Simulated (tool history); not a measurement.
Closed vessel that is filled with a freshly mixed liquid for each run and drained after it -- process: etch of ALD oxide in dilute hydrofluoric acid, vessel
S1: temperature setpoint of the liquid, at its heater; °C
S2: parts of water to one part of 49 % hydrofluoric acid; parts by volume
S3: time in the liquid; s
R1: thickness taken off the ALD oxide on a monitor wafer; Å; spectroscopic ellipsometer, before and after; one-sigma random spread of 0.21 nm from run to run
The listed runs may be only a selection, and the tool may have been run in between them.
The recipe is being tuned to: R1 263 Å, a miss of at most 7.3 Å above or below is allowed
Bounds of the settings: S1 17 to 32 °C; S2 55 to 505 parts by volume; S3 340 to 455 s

| run | day | S1 | S2 | S3 | R1 |
|---|---|---|---|---|---|
| 1 | 0 | 24 | 280 | 455 | 151.73 |
| 2 | 0.067 | 25 | 270 | 455 | 166.29 |
| 3 | 0.175 | 28 | 270 | 455 | 185.28 |
| 4 | 0.542 | 28.5 | 265 | 455 | 193.86 |
| 5 | 0.583 | 29 | 260 | 455 | 199.86 |
| 6 | 0.638 | 29 | 185 | 455 | 304.21 |
| 7 | 0.9 | 28.5 | 185 | 455 | 307.53 |
| 8 | 1.088 | 28 | 185 | 455 | 293.29 |
| 9 | 1.175 | 27.5 | 185 | 455 | 291.51 |
| 10 | 1.275 | 24 | 190 | 455 | 249.47 |

Pick the move, out of 4, that brings all results within their allowed miss; only one does.
| A | 1.375 | 24 | 205 | 455 | ? |
| B | 1.375 | 23 | 175 | 455 | ? |
| C | 1.375 | 22.5 | 180 | 430 | ? |
| D | 1.375 | 26.5 | 205 | 450 | ? |

| move | R1 |
|---|---|
| A | 231.06 |
| B | 269.28 |
| C | 241.46 |
| D | 250.24 |
A: moves away from the targets compared with the last run
B: meets every target
C: moves away from the targets compared with the last run
D: an improvement on the last run, though not all results are within tolerance
Move B is the one to make.
